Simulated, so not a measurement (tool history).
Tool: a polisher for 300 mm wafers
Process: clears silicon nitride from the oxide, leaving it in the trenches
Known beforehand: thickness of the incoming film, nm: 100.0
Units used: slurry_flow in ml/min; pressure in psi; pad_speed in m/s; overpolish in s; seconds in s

run 1 hour=0.0 | slurry_flow=255 pressure=3.0 pad_speed=1.00 overpolish=8 | seconds=104.50
run 2 hour=8.8 | slurry_flow=255 pressure=3.0 pad_speed=1.00 overpolish=8 | seconds=104.02
run 3 hour=16.6 | slurry_flow=255 pressure=2.8 pad_speed=1.00 overpolish=8 | seconds=112.12
run 4 hour=24.3 | slurry_flow=280 pressure=2.8 pad_speed=1.00 overpolish=8 | seconds=113.42
run 5 hour=33.0 | slurry_flow=255 pressure=2.8 pad_speed=1.00 overpolish=8 | seconds=113.75
run 6 hour=35.9 | slurry_flow=255 pressure=2.7 pad_speed=1.00 overpolish=8 | seconds=114.05

Forecast run 7:
run 7 hour=42.2 | slurry_flow=255 pressure=1.9 pad_speed=0.98 overpolish=8 | seconds=?

Run 7 measured seconds 162.56 s.
